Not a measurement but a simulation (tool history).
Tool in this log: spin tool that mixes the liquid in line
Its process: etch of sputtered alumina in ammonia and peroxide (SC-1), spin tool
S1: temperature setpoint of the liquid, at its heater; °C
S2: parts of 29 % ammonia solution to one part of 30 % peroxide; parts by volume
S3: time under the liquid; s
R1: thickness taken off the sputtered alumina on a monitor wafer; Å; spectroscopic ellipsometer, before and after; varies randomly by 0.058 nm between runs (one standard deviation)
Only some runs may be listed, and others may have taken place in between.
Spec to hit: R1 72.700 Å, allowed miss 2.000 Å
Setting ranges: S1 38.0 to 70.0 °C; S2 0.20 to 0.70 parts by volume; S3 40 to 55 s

run,hour,S1,S2,S3,R1
1,0.0,54.0,0.40,55,36.545
2,6.3,54.0,0.30,55,36.392
3,9.8,54.0,0.40,55,37.428
4,12.9,54.0,0.45,55,37.383
5,16.6,54.0,0.30,55,36.201
6,19.3,55.5,0.30,55,39.064
7,26.6,57.0,0.30,55,42.241
8,32.4,65.0,0.30,55,63.006
9,41.0,65.5,0.30,55,64.993
# hour 47.2: ammonia flow meter replaced
10,47.2,66.0,0.30,55,67.550

Pick the move, out of 4, that brings all results within their allowed miss; only one does.
A,53.4,66.0,0.40,55,?
B,53.4,68.0,0.35,55,?
C,53.4,65.5,0.35,55,?
D,53.4,68.5,0.20,55,?

move,R1
A,69.126
B,75.287
C,66.595
D,73.165
A: closer than the last run, but not yet in spec
B: moves the result that the last run missed by most past its target, out the other side
C: moves away from the targets compared with the last run
D: all results land within tolerance of their targets
Move D is the one to make.
